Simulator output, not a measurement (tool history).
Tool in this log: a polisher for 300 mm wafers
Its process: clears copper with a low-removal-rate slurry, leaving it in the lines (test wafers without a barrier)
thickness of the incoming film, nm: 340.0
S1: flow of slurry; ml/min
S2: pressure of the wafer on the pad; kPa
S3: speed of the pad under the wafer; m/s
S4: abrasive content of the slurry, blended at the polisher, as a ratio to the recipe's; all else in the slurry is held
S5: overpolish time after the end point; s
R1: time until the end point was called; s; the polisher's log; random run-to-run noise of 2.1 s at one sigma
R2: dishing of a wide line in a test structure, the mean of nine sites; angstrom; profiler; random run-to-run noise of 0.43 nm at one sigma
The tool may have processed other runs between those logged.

run 1 hour=0 | S1=305 S2=17.2 S3=1.04 S4=1 S5=22 | R1=129.86 R2=376.81
run 2 hour=8.8 | S1=305 S2=17.2 S3=1.04 S4=1 S5=15 | R1=132.31 R2=270.13
run 3 hour=10.5 | S1=270 S2=17.2 S3=1.04 S4=1 S5=15 | R1=129.59 R2=272.75
run 4 hour=15.2 | S1=220 S2=17.2 S3=1.04 S4=1 S5=15 | R1=134.59 R2=268.23
run 5 hour=21.6 | S1=185 S2=17.2 S3=1.04 S4=1 S5=15 | R1=133.67 R2=270.35
run 6 hour=29.4 | S1=185 S2=13.8 S3=1.04 S4=1 S5=15 | R1=164.01 R2=215.75
run 7 hour=37.4 | S1=185 S2=12.4 S3=1.02 S4=1 S5=17 | R1=189.4 R2=210.69

The next listed run, before its measurement:
run 8 hour=45.5 | S1=185 S2=11.7 S3=1.02 S4=1 S5=18 | R1=? R2=?

{"run 8": {"R1": 194.88, "R2": 216.48}}
